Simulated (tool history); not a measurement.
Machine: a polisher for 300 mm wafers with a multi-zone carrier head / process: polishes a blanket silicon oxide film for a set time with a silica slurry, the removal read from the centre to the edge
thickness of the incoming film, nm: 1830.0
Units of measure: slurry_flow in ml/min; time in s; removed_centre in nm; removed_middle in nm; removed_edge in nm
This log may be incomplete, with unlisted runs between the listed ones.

| run | day | slurry_flow | centre_zone | middle_zone | edge_zone | slurry_solids | time | removed_centre | removed_middle | removed_edge |
|---|---|---|---|---|---|---|---|---|---|---|
| 1 | 0 | 285 | 1 | 1 | 1 | 1 | 60 | 269.89 | 275.64 | 280.29 |
| 2 | 0.262 | 285 | 1.01 | 1 | 0.97 | 0.95 | 60 | 271.13 | 271.21 | 262.08 |
| 3 | 0.338 | 285 | 1.01 | 1 | 0.92 | 0.95 | 60 | 263.29 | 269.36 | 261.99 |
| 4 | 0.5 | 285 | 1.01 | 1 | 0.86 | 0.95 | 60 | 263.69 | 275.46 | 248.71 |
| 5 | 0.571 | 355 | 1.01 | 1 | 0.86 | 0.95 | 60 | 270.8 | 281.95 | 256.14 |
| 6 | 0.712 | 355 | 1.01 | 1 | 0.86 | 0.95 | 73 | 332.32 | 340.18 | 308.17 |

Run 7 comes next. What will it give?
| 7 | 0.779 | 350 | 1.01 | 0.99 | 0.85 | 0.85 | 71 | ? | ? | ? |

removed_centre: 307.23 nm
removed_middle: 305.23 nm
removed_edge: 285.54 nm
